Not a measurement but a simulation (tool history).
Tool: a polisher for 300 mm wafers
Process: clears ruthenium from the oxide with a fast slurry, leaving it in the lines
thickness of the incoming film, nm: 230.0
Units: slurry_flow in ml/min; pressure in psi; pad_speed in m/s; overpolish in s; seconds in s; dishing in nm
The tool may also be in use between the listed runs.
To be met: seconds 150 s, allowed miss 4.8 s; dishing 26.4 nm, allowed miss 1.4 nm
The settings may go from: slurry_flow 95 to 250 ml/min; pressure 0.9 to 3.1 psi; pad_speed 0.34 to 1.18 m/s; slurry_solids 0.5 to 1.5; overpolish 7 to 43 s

{"run": 1, "hour": 0.0, "slurry_flow": 160, "pressure": 2, "pad_speed": 0.76, "slurry_solids": 1, "overpolish": 22, "seconds": 133.67, "dishing": 24.538}
{"run": 2, "hour": 3.3, "slurry_flow": 155, "pressure": 2, "pad_speed": 0.76, "slurry_solids": 1, "overpolish": 23, "seconds": 136.75, "dishing": 25.239}
{"run": 3, "hour": 10.5, "slurry_flow": 150, "pressure": 2, "pad_speed": 0.76, "slurry_solids": 1, "overpolish": 24, "seconds": 134.06, "dishing": 26.366}
{"run": 4, "hour": 12.5, "slurry_flow": 150, "pressure": 1.9, "pad_speed": 0.76, "slurry_solids": 1, "overpolish": 25, "seconds": 143.11, "dishing": 25.932}
{"hour": 19.4, "done": "worn pad replaced by a new one"}
{"run": 5, "hour": 19.4, "slurry_flow": 150, "pressure": 2.3, "pad_speed": 0.76, "slurry_solids": 1, "overpolish": 25, "seconds": 105.98, "dishing": 30.394}
{"run": 6, "hour": 27.2, "slurry_flow": 150, "pressure": 2.2, "pad_speed": 0.76, "slurry_solids": 1, "overpolish": 25, "seconds": 109.54, "dishing": 29.766}
{"run": 7, "hour": 28.8, "slurry_flow": 150, "pressure": 2.1, "pad_speed": 0.76, "slurry_solids": 1, "overpolish": 25, "seconds": 115.35, "dishing": 29.231}
{"run": 8, "hour": 32.5, "slurry_flow": 155, "pressure": 2, "pad_speed": 0.76, "slurry_solids": 1, "overpolish": 25, "seconds": 120.01, "dishing": 29.371}
{"run": 9, "hour": 38.3, "slurry_flow": 145, "pressure": 2, "pad_speed": 0.76, "slurry_solids": 1, "overpolish": 25, "seconds": 120.19, "dishing": 28.096}
{"run": 10, "hour": 40.2, "slurry_flow": 155, "pressure": 2, "pad_speed": 0.76, "slurry_solids": 1, "overpolish": 25, "seconds": 121.19, "dishing": 28.82}
{"run": 11, "hour": 46.4, "slurry_flow": 145, "pressure": 2, "pad_speed": 0.76, "slurry_solids": 1, "overpolish": 26, "seconds": 121.87, "dishing": 29.353}
{"run": 12, "hour": 50.6, "slurry_flow": 145, "pressure": 1.9, "pad_speed": 0.76, "slurry_solids": 1, "overpolish": 26, "seconds": 129.69, "dishing": 28.474}

4 next moves are on the table. One of them brings every result within its allowed miss. Which?
{"run": "A", "hour": 54.8, "slurry_flow": 145, "pressure": 1.9, "pad_speed": 0.58, "slurry_solids": 0.9, "overpolish": 24, "seconds": "?", "dishing": "?"}
{"run": "B", "hour": 54.8, "slurry_flow": 115, "pressure": 2.3, "pad_speed": 0.46, "slurry_solids": 1.1, "overpolish": 27, "seconds": "?", "dishing": "?"}
{"run": "C", "hour": 54.8, "slurry_flow": 115, "pressure": 1.6, "pad_speed": 0.74, "slurry_solids": 0.95, "overpolish": 24, "seconds": "?", "dishing": "?"}
{"run": "D", "hour": 54.8, "slurry_flow": 125, "pressure": 1.6, "pad_speed": 0.84, "slurry_solids": 0.95, "overpolish": 23, "seconds": "?", "dishing": "?"}

move=A seconds=163.89 dishing=23.642
move=B seconds=150.76 dishing=26.87
move=C seconds=167.16 dishing=23.331
move=D seconds=149.36 dishing=24.438
A: takes the result that was furthest off past its target
B: meets every target
C: takes the result that was furthest off past its target
D: brings the result that was furthest off to its target, and leaves another outside
Answer: B
